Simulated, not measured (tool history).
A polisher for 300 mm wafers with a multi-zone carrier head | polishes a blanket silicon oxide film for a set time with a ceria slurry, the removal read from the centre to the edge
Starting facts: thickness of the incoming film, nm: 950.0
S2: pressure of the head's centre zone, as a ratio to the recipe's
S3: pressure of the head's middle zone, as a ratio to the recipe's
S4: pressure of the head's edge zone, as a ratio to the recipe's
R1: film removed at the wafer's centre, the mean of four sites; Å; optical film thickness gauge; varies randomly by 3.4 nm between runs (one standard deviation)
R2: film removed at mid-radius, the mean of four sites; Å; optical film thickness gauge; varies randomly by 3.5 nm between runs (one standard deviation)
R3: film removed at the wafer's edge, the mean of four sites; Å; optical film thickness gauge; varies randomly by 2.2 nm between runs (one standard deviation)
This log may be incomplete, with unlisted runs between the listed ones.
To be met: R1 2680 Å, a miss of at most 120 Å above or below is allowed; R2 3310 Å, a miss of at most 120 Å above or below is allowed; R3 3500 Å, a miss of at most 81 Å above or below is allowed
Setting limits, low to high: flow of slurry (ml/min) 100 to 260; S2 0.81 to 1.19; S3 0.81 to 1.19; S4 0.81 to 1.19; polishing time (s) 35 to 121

{"run": 1, "hour": 0.0, "flow of slurry (ml/min)": 165, "S2": 1, "S3": 1, "S4": 1, "polishing time (s)": 78, "R1": 2742.7, "R2": 2737.9, "R3": 2824.8}
{"run": 2, "hour": 1.7, "flow of slurry (ml/min)": 165, "S2": 1, "S3": 1, "S4": 1.08, "polishing time (s)": 78, "R1": 2758.9, "R2": 2806.7, "R3": 2919.9}
{"run": 3, "hour": 7.9, "flow of slurry (ml/min)": 165, "S2": 0.94, "S3": 1, "S4": 1.08, "polishing time (s)": 78, "R1": 2608.8, "R2": 2755.7, "R3": 2943.9}
{"run": 4, "hour": 14.1, "flow of slurry (ml/min)": 175, "S2": 0.92, "S3": 1.01, "S4": 1.1, "polishing time (s)": 79, "R1": 2566.9, "R2": 2882.3, "R3": 3002.9}
{"hour": 15.8, "done": "edge zone pressure recalibrated"}
{"run": 5, "hour": 15.8, "flow of slurry (ml/min)": 180, "S2": 0.91, "S3": 1.01, "S4": 1.12, "polishing time (s)": 81, "R1": 2684.8, "R2": 2949.9, "R3": 3016.6}
{"run": 6, "hour": 19.2, "flow of slurry (ml/min)": 170, "S2": 0.89, "S3": 1.02, "S4": 1.13, "polishing time (s)": 83, "R1": 2627, "R2": 3027.1, "R3": 3076.9}
{"run": 7, "hour": 22.8, "flow of slurry (ml/min)": 165, "S2": 0.87, "S3": 1.01, "S4": 1.14, "polishing time (s)": 86, "R1": 2628.3, "R2": 3031.8, "R3": 3169.3}
{"run": 8, "hour": 26.5, "flow of slurry (ml/min)": 160, "S2": 0.86, "S3": 1.01, "S4": 1.15, "polishing time (s)": 88, "R1": 2634.3, "R2": 3114.4, "R3": 3275.7}
{"run": 9, "hour": 32.3, "flow of slurry (ml/min)": 160, "S2": 0.85, "S3": 1.01, "S4": 1.16, "polishing time (s)": 89, "R1": 2695.8, "R2": 3164.4, "R3": 3305.7}
{"run": 10, "hour": 39.7, "flow of slurry (ml/min)": 155, "S2": 0.84, "S3": 1.01, "S4": 1.17, "polishing time (s)": 90, "R1": 2555.6, "R2": 3239.8, "R3": 3385.7}

Pick the move, out of 5, that brings all results within their allowed miss; only one does.
{"run": "A", "hour": 47.1, "flow of slurry (ml/min)": 130, "S2": 0.84, "S3": 0.92, "S4": 1.17, "polishing time (s)": 96, "R1": "?", "R2": "?", "R3": "?"}
{"run": "B", "hour": 47.1, "flow of slurry (ml/min)": 165, "S2": 0.85, "S3": 1.05, "S4": 1.04, "polishing time (s)": 99, "R1": "?", "R2": "?", "R3": "?"}
{"run": "C", "hour": 47.1, "flow of slurry (ml/min)": 240, "S2": 0.91, "S3": 1.13, "S4": 1.13, "polishing time (s)": 85, "R1": "?", "R2": "?", "R3": "?"}
{"run": "D", "hour": 47.1, "flow of slurry (ml/min)": 165, "S2": 0.82, "S3": 1.01, "S4": 1.19, "polishing time (s)": 92, "R1": "?", "R2": "?", "R3": "?"}
{"run": "E", "hour": 47.1, "flow of slurry (ml/min)": 180, "S2": 0.85, "S3": 1.06, "S4": 1.17, "polishing time (s)": 93, "R1": "?", "R2": "?", "R3": "?"}

move=A R1=2619.9 R2=3064.2 R3=3479.9
move=B R1=2881.1 R2=3694.6 R3=3486.5
move=C R1=2816.3 R2=3562.1 R3=3244.3
move=D R1=2581.3 R2=3322.3 R3=3471.7
move=E R1=2750.4 R2=3548.2 R3=3512.5
A: the worst result of the last run now meets its target, but another is out of spec
B: the worst result of the last run now meets its target, but another is out of spec
C: moves away from the targets compared with the last run
D: every result within its allowed miss
E: the worst result of the last run now meets its target, but another is out of spec
Correct choice: D, which meets every target
